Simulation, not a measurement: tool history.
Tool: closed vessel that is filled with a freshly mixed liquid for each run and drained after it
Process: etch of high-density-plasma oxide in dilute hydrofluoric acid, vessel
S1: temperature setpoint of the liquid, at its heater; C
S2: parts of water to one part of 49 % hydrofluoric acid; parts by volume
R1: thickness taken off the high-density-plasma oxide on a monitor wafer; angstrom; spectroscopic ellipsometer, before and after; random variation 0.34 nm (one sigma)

Run 1, hour 0.0: S1 25.0 C, S2 230 parts by volume, time in the liquid (s) 525. Result: R1 144.69 angstrom.
Run 2, hour 0.7: S1 25.0 C, S2 230 parts by volume, time in the liquid (s) 415. Result: R1 117.92 angstrom.
Run 3, hour 9.0: S1 23.5 C, S2 230 parts by volume, time in the liquid (s) 415. Result: R1 111.14 angstrom.
Run 4, hour 11.4: S1 26.0 C, S2 230 parts by volume, time in the liquid (s) 415. Result: R1 119.03 angstrom.
At hour 19.8: hydrofluoric acid flow meter replaced.
Run 5, hour 19.8: S1 26.0 C, S2 230 parts by volume, time in the liquid (s) 525. Result: R1 167.54 angstrom.
Run 6, hour 24.0: S1 26.0 C, S2 300 parts by volume, time in the liquid (s) 525. Result: R1 119.54 angstrom.
Run 7, hour 27.8: S1 26.0 C, S2 300 parts by volume, time in the liquid (s) 525. Result: R1 121.72 angstrom.
Run 8, hour 31.8: S1 27.5 C, S2 260 parts by volume, time in the liquid (s) 525. Result: R1 151.69 angstrom.
Run 9, hour 37.8: S1 28.5 C, S2 235 parts by volume, time in the liquid (s) 525. Result: R1 178.96 angstrom.
Run 10, hour 45.6: S1 29.5 C, S2 215 parts by volume, time in the liquid (s) 525. Result: R1 205.00 angstrom.
Run 11, hour 49.1: S1 30.0 C, S2 200 parts by volume, time in the liquid (s) 525. Result: R1 230.52 angstrom.
Run 12, hour 55.8: S1 30.5 C, S2 190 parts by volume, time in the liquid (s) 525. Result: R1 247.87 angstrom.
Run 13, hour 61.4: S1 31.0 C, S2 180 parts by volume, time in the liquid (s) 525. Result: R1 273.83 angstrom.

Run 14 comes next. What will it give?
Run 14, hour 62.7: S1 31.5 C, S2 175 parts by volume, time in the liquid (s) 525. Result: R1 ?.

Run 14 gave R1 283.87 angstrom.
